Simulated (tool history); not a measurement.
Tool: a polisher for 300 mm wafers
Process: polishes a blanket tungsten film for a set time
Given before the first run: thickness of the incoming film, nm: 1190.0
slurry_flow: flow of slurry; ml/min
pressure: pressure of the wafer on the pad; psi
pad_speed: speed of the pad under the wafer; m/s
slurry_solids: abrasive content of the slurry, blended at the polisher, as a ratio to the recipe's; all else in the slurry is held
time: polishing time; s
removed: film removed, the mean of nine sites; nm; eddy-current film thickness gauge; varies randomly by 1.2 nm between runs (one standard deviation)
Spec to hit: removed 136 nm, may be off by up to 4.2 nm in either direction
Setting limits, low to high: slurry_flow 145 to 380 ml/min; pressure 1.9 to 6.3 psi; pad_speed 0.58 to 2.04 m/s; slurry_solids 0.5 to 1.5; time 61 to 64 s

run  hour  slurry_flow  pressure  pad_speed  slurry_solids  time  removed
  1     0          245       4.1        1.3              1    61   343.42
  2   4.5          195       4.1        1.3              1    61   339.18
  3   8.5          195       3.4       1.16              1    61   256.49
  4    17          195       3.4       1.16              1    61    254.6
       18  -- slurry blender recalibrated
  5    18          150       3.4       1.16              1    61   272.21
  6    24          150       3.4       1.16              1    61    274.7
  7  29.7          195       2.9        1.1              1    61   232.67
  8    37          195       1.9       0.74           0.95    61   101.35
  9  40.5          195       2.2       0.74           0.95    61   118.75
 10    47          210       2.6       0.74           0.95    61   141.02

4 candidate next runs follow, results not yet known. Just one meets every target within its allowed miss. Identify it.
  A  53.5          245       2.8       0.68           1.05    61        ?
  B  53.5          205       3.6        0.6           0.75    62        ?
  C  53.5          210       2.4       0.84           0.65    63        ?
  D  53.5          145       3.1       0.62            1.1    64        ?

move  removed
   A   146.53
   B    149.9
   C   136.23
   D   148.31
A: its largest miss is bigger than the last run's
B: its largest miss is bigger than the last run's
C: all results in spec
D: its largest miss is bigger than the last run's
Move C is the one to make.
